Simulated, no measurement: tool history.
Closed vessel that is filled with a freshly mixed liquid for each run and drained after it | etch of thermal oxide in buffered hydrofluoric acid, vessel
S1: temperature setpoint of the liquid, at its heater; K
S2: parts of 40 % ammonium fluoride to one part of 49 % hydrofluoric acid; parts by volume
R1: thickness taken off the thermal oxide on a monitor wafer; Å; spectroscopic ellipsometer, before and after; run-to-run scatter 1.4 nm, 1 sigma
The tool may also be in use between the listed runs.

Run 1, hour 0: S1 294.15 K, S2 11 parts by volume, time in the liquid (s) 95. Result: R1 834.56 Å.
Run 2, hour 5.3: S1 295.15 K, S2 11 parts by volume, time in the liquid (s) 95. Result: R1 897.59 Å.
Run 3, hour 8.7: S1 296.15 K, S2 11 parts by volume, time in the liquid (s) 95. Result: R1 932.31 Å.
Run 4, hour 11.1: S1 294.65 K, S2 11 parts by volume, time in the liquid (s) 95. Result: R1 859.38 Å.
Run 5, hour 17.1: S1 295.65 K, S2 11 parts by volume, time in the liquid (s) 95. Result: R1 906.11 Å.
Run 6, hour 21.3: S1 297.15 K, S2 11 parts by volume, time in the liquid (s) 95. Result: R1 975.56 Å.
Run 7, hour 22.8: S1 297.65 K, S2 10.5 parts by volume, time in the liquid (s) 95. Result: R1 1045 Å.

Estimate the outcome of run 8 from the log above:
Run 8, hour 29.9: S1 298.15 K, S2 10.5 parts by volume, time in the liquid (s) 95. Result: R1 ?.

{"run 8": {"R1": 1086.7}}
